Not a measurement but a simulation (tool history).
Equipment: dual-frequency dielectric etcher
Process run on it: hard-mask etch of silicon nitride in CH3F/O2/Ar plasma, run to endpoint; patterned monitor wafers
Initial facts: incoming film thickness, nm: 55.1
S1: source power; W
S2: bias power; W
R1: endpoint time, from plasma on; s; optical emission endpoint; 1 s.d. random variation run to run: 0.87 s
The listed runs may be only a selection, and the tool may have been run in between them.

Run 1, day 0: S1 360 W, S2 55 W. Result: R1 85.51 s.
Run 2, day 0.271: S1 360 W, S2 50 W. Result: R1 88.242 s.
Run 3, day 0.529: S1 350 W, S2 49 W. Result: R1 89.657 s.
Run 4, day 0.654: S1 380 W, S2 49 W. Result: R1 88.232 s.
Run 5, day 0.779: S1 370 W, S2 48 W. Result: R1 91.014 s.
Run 6, day 0.933: S1 400 W, S2 48 W. Result: R1 86.282 s.
Run 7, day 0.962: S1 390 W, S2 47 W. Result: R1 87.501 s.
Run 8, day 1.192: S1 390 W, S2 47 W. Result: R1 87.081 s.
Run 9, day 1.342: S1 380 W, S2 46 W. Result: R1 88.514 s.

The next listed run, before its measurement:
Run 10, day 1.654: S1 370 W, S2 45 W. Result: R1 ?.

Run 10 measured R1 90.467 s.
